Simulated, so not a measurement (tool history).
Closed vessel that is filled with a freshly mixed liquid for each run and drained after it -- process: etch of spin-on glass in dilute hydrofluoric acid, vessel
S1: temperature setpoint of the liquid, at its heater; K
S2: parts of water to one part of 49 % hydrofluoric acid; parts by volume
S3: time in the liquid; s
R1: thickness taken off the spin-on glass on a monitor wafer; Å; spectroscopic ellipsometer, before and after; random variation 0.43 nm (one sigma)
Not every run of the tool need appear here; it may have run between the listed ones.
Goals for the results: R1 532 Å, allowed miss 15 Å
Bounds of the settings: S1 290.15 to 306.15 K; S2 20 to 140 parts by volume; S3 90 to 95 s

run  hour      S1  S2  S3      R1
  1     0  298.15  75  90  690.56
  2   7.6  298.15  75  90  677.54
  3   9.3  296.65  75  90  651.59
  4  17.1  296.65  75  90  646.58
  5  18.2  295.65  75  90  617.02
  6  25.3  295.65  75  95  660.04
  7  26.8  294.65  75  95  630.04
  8  32.5  294.65  75  95  632.13
  9  40.1  293.65  75  95  605.14
 10    48  293.15  75  95  600.39
 11  56.6  292.65  75  95  581.73
 12  57.1  292.15  75  95  569.94
 13  61.7  291.65  75  95  565.52

Exercise: of the 4 proposed moves below, exactly one satisfies all targets within the stated allowed misses. Which move is it?
  A  66.3  293.65  75  90   ?
  B  66.3  290.15  65  95   ?
  C  66.3  292.65  70  95   ?
  D  66.3  290.15  70  90   ?

move      R1
   A  572.21
   B  607.82
   C  624.27
   D  531.78
A: moves away from the targets compared with the last run
B: moves away from the targets compared with the last run
C: moves away from the targets compared with the last run
D: each result inside its tolerance
Answer: D
